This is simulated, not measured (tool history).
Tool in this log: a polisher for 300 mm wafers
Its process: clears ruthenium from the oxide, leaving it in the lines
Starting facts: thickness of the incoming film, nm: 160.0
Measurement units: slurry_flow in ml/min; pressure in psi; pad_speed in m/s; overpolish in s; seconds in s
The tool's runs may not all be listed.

run  hour  slurry_flow  pressure  pad_speed  overpolish  seconds
  1     0          180       1.7       1.14           6   182.23
  2   5.2          175       1.4        1.1           6   210.67
  3  13.4          175       1.4       1.22           6   196.91
  4  17.2          145       1.4       1.22           6   197.95
  5  20.3          145       1.2        1.1           6   232.15
  6  24.1          145       1.1          1           6    260.7
  7  33.1          145       1.1          1           6   263.35
  8  34.4          145         1       0.94           6   289.41
  9  40.2          145       0.9        0.9           6   318.36
 10  47.3          145       0.9       0.88           6   318.67

Forecast run 11:
 11  51.2          145       0.9       0.88           6        ?

Logged for run 11: seconds 322.69 s.

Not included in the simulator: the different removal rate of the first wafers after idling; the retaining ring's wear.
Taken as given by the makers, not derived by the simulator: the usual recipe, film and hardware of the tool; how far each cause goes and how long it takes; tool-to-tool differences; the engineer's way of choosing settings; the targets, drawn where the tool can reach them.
